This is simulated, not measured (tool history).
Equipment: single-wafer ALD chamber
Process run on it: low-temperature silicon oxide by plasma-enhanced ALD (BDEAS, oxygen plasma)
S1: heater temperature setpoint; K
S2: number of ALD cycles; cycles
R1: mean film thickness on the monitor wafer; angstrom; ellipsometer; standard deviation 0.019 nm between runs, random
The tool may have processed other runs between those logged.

run  hour      S1  S2      R1
  1   0.0  393.15  22  29.735
  2   0.6  393.15  20  26.980
  3   6.5  402.15  20  26.444
  4   8.7  409.15  20  26.007
  5  17.4  407.15  21  27.281
  6  26.4  401.15  21  27.635
  7  27.1  399.15  22  29.252

The next listed run, before its measurement:
  8  32.1  397.15  22   ?

R1: 29.211 angstrom
